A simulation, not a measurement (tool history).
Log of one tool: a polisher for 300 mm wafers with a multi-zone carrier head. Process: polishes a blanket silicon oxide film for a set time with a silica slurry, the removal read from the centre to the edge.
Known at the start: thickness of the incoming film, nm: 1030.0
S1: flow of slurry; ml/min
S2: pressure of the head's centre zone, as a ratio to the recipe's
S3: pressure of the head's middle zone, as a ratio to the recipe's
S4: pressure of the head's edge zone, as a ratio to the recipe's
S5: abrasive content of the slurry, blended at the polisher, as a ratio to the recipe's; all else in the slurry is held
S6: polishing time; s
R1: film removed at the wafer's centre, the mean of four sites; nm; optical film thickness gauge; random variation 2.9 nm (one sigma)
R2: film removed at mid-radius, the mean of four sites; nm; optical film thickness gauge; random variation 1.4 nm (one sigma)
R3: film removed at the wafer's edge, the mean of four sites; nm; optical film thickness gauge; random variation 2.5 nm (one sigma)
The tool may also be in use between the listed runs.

Run 1, hour 0: S1 160 ml/min, S2 1, S3 1, S4 1, S5 1, S6 66 s. Result: R1 290.75 nm, R2 284.87 nm, R3 270.69 nm.
Run 2, hour 8.6: S1 160 ml/min, S2 1, S3 1, S4 1, S5 0.8, S6 66 s. Result: R1 276.28 nm, R2 261.33 nm, R3 251.36 nm.
Run 3, hour 13.5: S1 155 ml/min, S2 0.99, S3 0.99, S4 1.02, S5 0.8, S6 66 s. Result: R1 268.12 nm, R2 259.84 nm, R3 257.31 nm.
Run 4, hour 17.4: S1 150 ml/min, S2 0.98, S3 0.98, S4 1.03, S5 0.8, S6 66 s. Result: R1 272.53 nm, R2 260.25 nm, R3 254.16 nm.
Run 5, hour 20.7: S1 150 ml/min, S2 0.9, S3 0.98, S4 1.03, S5 0.8, S6 66 s. Result: R1 249.09 nm, R2 259.31 nm, R3 252.39 nm.
Run 6, hour 24.7: S1 120 ml/min, S2 0.9, S3 0.98, S4 1.03, S5 0.8, S6 66 s. Result: R1 247.62 nm, R2 250.48 nm, R3 248.71 nm.

Run 7 comes next. What will it give?
Run 7, hour 32.7: S1 115 ml/min, S2 0.89, S3 0.97, S4 1.05, S5 0.8, S6 66 s. Result: R1 ?, R2 ?, R3 ?.

R1: 239.46 nm
R2: 245.7 nm
R3: 249.53 nm

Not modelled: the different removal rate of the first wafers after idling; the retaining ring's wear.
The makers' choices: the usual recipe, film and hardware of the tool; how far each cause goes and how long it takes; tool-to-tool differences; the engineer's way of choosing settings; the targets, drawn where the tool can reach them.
